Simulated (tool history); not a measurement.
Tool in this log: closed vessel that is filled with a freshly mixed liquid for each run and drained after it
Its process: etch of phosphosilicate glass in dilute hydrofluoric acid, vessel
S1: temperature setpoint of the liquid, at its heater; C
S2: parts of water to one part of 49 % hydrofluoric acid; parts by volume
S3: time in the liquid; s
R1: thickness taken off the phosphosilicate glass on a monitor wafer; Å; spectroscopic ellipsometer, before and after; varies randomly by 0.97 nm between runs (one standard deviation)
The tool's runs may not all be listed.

run	hour	S1	S2	S3	R1
1	0	25	95	95	958.99
2	7.2	25	95	105	1061.4
3	9.1	25	95	105	1068.7
4	12	22	95	105	931.32
5	18.6	24	95	105	1034.4
6	26.3	27	95	105	1151.1
7	31.4	27.5	95	105	1164.9

Run 8 has not been measured yet. What should we expect?
8	36	28	95	105	?

Logged for run 8: R1 1219.3 Å.
